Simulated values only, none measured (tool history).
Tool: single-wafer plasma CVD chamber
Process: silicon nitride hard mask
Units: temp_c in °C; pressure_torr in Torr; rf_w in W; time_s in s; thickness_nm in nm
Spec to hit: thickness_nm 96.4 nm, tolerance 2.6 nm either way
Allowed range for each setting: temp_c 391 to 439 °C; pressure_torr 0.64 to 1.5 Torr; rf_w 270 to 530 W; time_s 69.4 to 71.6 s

run,day,temp_c,pressure_torr,rf_w,time_s,thickness_nm
1,0,415,1.07,400,69.4,82.69
2,0.3,415,1.13,410,69.5,85.731
3,0.633,406,1.13,410,69.5,86.07
4,0.979,406,1.17,415,69.6,87.886
5,1.1,406,1.21,420,69.6,89.638
6,1.262,406,1.33,420,69.6,92.224
7,1.346,406,1.35,425,69.6,93.653
8,1.458,406,1.36,425,69.6,93.847

Pick the move, out of 5, that brings all results within their allowed miss; only one does.
A,1.571,417,1.49,395,69.4,?
B,1.571,414,1.43,445,69.4,?
C,1.571,405,1.2,430,69.4,?
D,1.571,409,1.36,420,69.4,?
E,1.571,405,1.25,395,71.1,?

move,thickness_nm
A,91.205
B,97.418
C,90.614
D,92.68
E,89.022
A: the biggest miss grows against the last run
B: all results in spec
C: the biggest miss grows against the last run
D: the biggest miss grows against the last run
E: the biggest miss grows against the last run
The right move is B.

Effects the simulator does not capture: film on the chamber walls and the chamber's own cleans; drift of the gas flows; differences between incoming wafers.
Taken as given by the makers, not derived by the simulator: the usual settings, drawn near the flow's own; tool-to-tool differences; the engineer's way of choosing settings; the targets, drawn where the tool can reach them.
